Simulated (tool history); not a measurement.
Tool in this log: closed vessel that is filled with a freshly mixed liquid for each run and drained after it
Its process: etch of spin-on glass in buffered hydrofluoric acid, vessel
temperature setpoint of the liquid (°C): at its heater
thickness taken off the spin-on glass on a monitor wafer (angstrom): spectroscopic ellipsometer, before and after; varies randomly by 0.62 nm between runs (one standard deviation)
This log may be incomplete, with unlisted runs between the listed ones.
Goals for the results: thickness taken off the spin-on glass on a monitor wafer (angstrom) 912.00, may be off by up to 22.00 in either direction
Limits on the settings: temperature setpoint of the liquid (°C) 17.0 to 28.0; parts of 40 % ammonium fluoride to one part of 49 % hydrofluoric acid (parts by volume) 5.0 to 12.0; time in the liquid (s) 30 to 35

run	day	temperature setpoint of the liquid (°C)	parts of 40 % ammonium fluoride to one part of 49 % hydrofluoric acid (parts by volume)	time in the liquid (s)	thickness taken off the spin-on glass on a monitor wafer (angstrom)
1	0.000	20.0	7.0	35	820.36
2	0.283	18.5	7.0	35	737.09
3	0.375	19.5	7.0	35	784.73
4	0.617	19.5	7.0	30	671.80
5	0.842	19.5	7.0	35	793.23
6	0.912	19.5	7.0	30	669.65
7	1.254	21.0	7.0	30	736.03
8	1.608	22.0	7.0	30	769.09
9	1.821	23.0	7.0	30	811.34
10	2.142	23.5	7.0	30	842.59

Which one of the following 5 next-run settings gets every result inside its allowed miss? There is exactly one.
A	2.462	21.0	6.5	35	?
B	2.462	27.0	8.5	35	?
C	2.462	23.5	7.0	35	?
D	2.462	22.5	7.5	35	?
E	2.462	27.0	9.5	35	?

move	thickness taken off the spin-on glass on a monitor wafer (angstrom)
A	908.73
B	957.75
C	977.88
D	859.30
E	870.12
A: hits every target within its allowed miss
B: takes the biggest miss from the last run beyond its target
C: takes the biggest miss from the last run beyond its target
D: an improvement on the last run, though not all results are within tolerance
E: an improvement on the last run, though not all results are within tolerance
Answer: A
